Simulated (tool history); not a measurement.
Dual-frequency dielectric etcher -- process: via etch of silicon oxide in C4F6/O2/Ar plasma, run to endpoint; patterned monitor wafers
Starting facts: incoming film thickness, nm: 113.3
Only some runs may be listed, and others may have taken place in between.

run 1 hour=0.0 | bias_power_(kW)=0.574 source_power_(kW)=0.420 Ar_flow_(sccm)=264 | endpoint_time_(s)=22.397
run 2 hour=3.8 | bias_power_(kW)=0.609 source_power_(kW)=0.420 Ar_flow_(sccm)=264 | endpoint_time_(s)=22.012
run 3 hour=10.3 | bias_power_(kW)=0.642 source_power_(kW)=0.420 Ar_flow_(sccm)=264 | endpoint_time_(s)=21.709
run 4 hour=17.9 | bias_power_(kW)=0.687 source_power_(kW)=0.420 Ar_flow_(sccm)=264 | endpoint_time_(s)=21.060
run 5 hour=26.3 | bias_power_(kW)=0.687 source_power_(kW)=0.460 Ar_flow_(sccm)=264 | endpoint_time_(s)=20.718
run 6 hour=33.9 | bias_power_(kW)=0.702 source_power_(kW)=0.460 Ar_flow_(sccm)=263 | endpoint_time_(s)=20.382
run 7 hour=35.2 | bias_power_(kW)=0.711 source_power_(kW)=0.460 Ar_flow_(sccm)=263 | endpoint_time_(s)=20.347
run 8 hour=38.5 | bias_power_(kW)=0.720 source_power_(kW)=0.460 Ar_flow_(sccm)=263 | endpoint_time_(s)=20.222

Expected results for the next run?
run 9 hour=46.8 | bias_power_(kW)=0.727 source_power_(kW)=0.460 Ar_flow_(sccm)=263 | endpoint_time_(s)=?

{"run 9": {"endpoint time (s)": 20.189}}

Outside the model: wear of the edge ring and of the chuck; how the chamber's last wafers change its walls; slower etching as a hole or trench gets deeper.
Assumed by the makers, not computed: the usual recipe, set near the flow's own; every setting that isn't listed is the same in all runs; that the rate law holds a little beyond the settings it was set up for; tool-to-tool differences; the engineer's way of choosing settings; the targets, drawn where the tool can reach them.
